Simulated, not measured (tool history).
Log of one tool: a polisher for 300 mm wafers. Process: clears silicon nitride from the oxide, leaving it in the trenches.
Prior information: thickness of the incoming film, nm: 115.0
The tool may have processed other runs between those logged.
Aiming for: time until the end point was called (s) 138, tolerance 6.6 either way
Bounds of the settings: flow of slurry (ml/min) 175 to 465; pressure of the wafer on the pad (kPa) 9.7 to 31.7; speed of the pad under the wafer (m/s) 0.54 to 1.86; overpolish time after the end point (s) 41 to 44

run  hour  flow of slurry (ml/min)  pressure of the wafer on the pad (kPa)  speed of the pad under the wafer (m/s)  overpolish time after the end point (s)  time until the end point was called (s)
  1     0                      295                                    20.7                                    1.18                                       41                                   89.511
  2     3                      360                                    20.7                                    1.18                                       41                                   88.514
  3   6.7                      360                                    18.6                                    1.16                                       41                                   98.579
  4   8.9                      290                                    18.6                                    1.16                                       41                                   101.78
     16.1  -- head pressure recalibrated
  5  16.1                      220                                    18.6                                    1.16                                       41                                   112.82
  6  20.3                      285                                    18.6                                    1.16                                       41                                   110.35
  7    26                      285                                    13.8                                    1.14                                       41                                   148.66
  8  30.3                      290                                    13.8                                    1.14                                       41                                   149.33
  9  36.3                      295                                    13.8                                    1.14                                       41                                   145.59
 10  38.2                      300                                    13.8                                    1.14                                       41                                   144.99
 11  44.5                      305                                    13.8                                    1.14                                       41                                   146.06

4 next moves are on the table. One of them brings every result within its allowed miss. Which?
  A  50.8                      240                                    15.9                                     1.1                                       41                                        ?
  B  50.8                      250                                    15.2                                    1.28                                       41                                        ?
  C  50.8                      330                                    14.5                                    0.86                                       41                                        ?
  D  50.8                      305                                    15.2                                    1.28                                       41                                        ?

move  time until the end point was called (s)
   A                                   132.89
   B                                   122.52
   C                                   168.89
   D                                   120.03
A: each result inside its tolerance
B: carries the result that was furthest off beyond its target, to the other side
C: moves away from the targets compared with the last run
D: carries the result that was furthest off beyond its target, to the other side
Go with A: it meets all targets.

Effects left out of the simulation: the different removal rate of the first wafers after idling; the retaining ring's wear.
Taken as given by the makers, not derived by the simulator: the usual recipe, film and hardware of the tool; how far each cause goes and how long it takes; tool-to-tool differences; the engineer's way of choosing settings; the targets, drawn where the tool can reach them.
